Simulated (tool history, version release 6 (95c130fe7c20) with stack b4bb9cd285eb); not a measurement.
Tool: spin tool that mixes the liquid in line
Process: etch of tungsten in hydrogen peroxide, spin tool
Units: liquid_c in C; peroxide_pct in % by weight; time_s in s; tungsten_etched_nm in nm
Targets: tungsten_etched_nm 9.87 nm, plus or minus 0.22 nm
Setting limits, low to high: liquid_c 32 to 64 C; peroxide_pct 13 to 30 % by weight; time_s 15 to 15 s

run	hour	liquid_c	peroxide_pct	time_s	tungsten_etched_nm
1	0	48	26	15	24.479
2	0.5	48	26	15	24.979
3	8.6	48	30	15	26.687
4	15.3	42.5	30	15	18.822
5	21.6	42.5	30	15	18.82
6	29.5	40	30	15	15.963
7	32.5	38	30	15	14.013
8	38.8	38	30	15	14.187
9	41.7	32	30	15	9.3145

Exactly one of the 5 candidate moves below puts every result within its allowed miss. Which one?
A	44.6	33	29.5	15	?
B	44.6	34.5	25.5	15	?
C	44.6	34	19	15	?
D	44.6	32.5	28	15	?
E	44.6	32.5	26.5	15	?

move	tungsten_etched_nm
A	9.9653
B	10.256
C	8.5592
D	9.3831
E	9.1283
A: all results land within tolerance of their targets
B: pushes the last run's worst result past its target
C: the biggest miss grows against the last run
D: better than the last run, though not everything is in spec
E: the biggest miss grows against the last run
Correct choice: A, which meets every target

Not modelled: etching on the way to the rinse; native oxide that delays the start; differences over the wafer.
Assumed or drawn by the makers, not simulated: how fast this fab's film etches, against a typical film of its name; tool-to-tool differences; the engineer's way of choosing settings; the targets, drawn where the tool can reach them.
